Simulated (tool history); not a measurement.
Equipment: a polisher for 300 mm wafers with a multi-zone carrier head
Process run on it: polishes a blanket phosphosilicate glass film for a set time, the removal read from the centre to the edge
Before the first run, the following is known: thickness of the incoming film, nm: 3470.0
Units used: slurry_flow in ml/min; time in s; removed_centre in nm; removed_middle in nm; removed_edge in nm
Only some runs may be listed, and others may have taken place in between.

run	hour	slurry_flow	centre_zone	middle_zone	edge_zone	slurry_solids	time	removed_centre	removed_middle	removed_edge
1	0	155	1	1	1	1	31	157.47	154.97	153.6
2	0.8	155	1	0.92	1	1	31	160.46	144.13	155.94
3	3.5	155	1	1	1	1	31	156.36	153.75	154.68
4	7	150	0.97	0.99	0.97	0.9	29	137.99	136.46	136.24
5	11.2	140	0.94	0.98	0.95	0.8	27	113.42	116.72	117.47
6	16.1	140	0.94	1.05	0.95	0.8	27	114.92	124.52	118.91
7	19.8	135	0.93	1.03	0.92	0.75	26	103.56	113.89	106.89
8	21.9	135	0.93	1.03	0.92	0.75	26	104.22	111.04	106.43
9	22.8	130	0.92	1.01	0.9	0.7	26	98.441	106.81	101.93
10	31.4	125	0.91	0.99	0.88	0.65	26	93.693	100.29	94.695
11	33.9	120	0.89	0.96	0.87	0.65	26	88.855	97.158	97.896
12	36.9	120	0.89	0.96	0.87	0.65	26	90.285	96.033	95.667
13	38.8	120	0.89	0.95	0.86	0.6	26	85.259	91.133	88.333
14	42.6	120	0.88	0.93	0.85	0.6	26	84.067	89.124	89.046

What will run 15 give?
15	49.7	110	0.89	0.92	0.81	0.5	25	?	?	?

removed_centre: 72.046 nm
removed_middle: 74.972 nm
removed_edge: 74.979 nm
